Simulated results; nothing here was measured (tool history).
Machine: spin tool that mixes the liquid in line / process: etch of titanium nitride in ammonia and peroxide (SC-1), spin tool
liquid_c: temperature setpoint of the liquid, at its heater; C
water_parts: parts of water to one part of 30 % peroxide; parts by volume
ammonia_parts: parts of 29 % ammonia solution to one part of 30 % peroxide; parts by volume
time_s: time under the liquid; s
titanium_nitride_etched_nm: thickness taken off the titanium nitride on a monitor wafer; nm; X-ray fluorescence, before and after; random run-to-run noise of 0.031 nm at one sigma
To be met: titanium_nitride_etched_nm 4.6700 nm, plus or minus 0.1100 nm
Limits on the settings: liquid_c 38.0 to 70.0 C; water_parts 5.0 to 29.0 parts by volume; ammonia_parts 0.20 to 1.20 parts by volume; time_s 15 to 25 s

run  hour  liquid_c  water_parts  ammonia_parts  time_s  titanium_nitride_etched_nm
  1   0.0      54.0         16.0           0.75      25                      2.2605
  2   1.4      56.0         16.0           0.75      25                      2.5687
  3   6.2      56.0         20.5           0.75      25                      2.2467
  4   7.6      56.0         20.5           0.45      25                      2.0482
  5  14.1      58.0         20.5           0.45      25                      2.3273
  6  16.3      58.0         17.0           0.45      25                      2.5550
  7  23.4      66.0         17.0           0.45      25                      4.3335
  8  24.9      66.5         17.0           0.45      25                      4.4740

4 next moves are on the table. One of them brings every result within its allowed miss. Which?
  A  26.4      67.5         16.5           0.20      25                           ?
  B  26.4      68.5         19.5           0.55      25                           ?
  C  26.4      67.0         17.5           0.50      25                           ?
  D  26.4      66.5         18.0           0.45      25                           ?

move  titanium_nitride_etched_nm
   A                      4.2154
   B                      4.9509
   C                      4.7024
   D                      4.3994
A: misses by more than the last run did
B: takes the result that was furthest off past its target
C: meets every target
D: misses by more than the last run did
The move that meets every target is C.

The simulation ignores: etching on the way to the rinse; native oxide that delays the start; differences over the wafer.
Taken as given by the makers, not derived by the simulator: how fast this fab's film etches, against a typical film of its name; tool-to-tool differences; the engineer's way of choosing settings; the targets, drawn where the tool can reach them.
